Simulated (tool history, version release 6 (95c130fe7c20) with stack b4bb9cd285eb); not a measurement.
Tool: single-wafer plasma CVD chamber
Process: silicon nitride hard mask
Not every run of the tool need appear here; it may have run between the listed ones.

run,day,heater temperature setpoint (deg C),chamber pressure (Torr),RF power (W),deposition time (s),mean film thickness on the monitor wafer (angstrom)
1,0,395,1.37,285,41.7,414.36
2,0.35,395,1.49,285,41.7,428.49
3,0.579,403,1.49,285,41.7,425.18
4,0.642,407,1.49,285,41.7,427.16
5,0.946,407,1.43,280,41.6,416.32
6,1.242,407,1.43,280,39.6,393.93
7,1.408,407,1.39,280,39.6,392.19
8,1.767,407,1.35,280,39.6,387.79

Expected results for the next run?
9,2.142,407,1.32,280,39.6,?

{"run 9": {"mean film thickness on the monitor wafer (angstrom)": 381.9}}
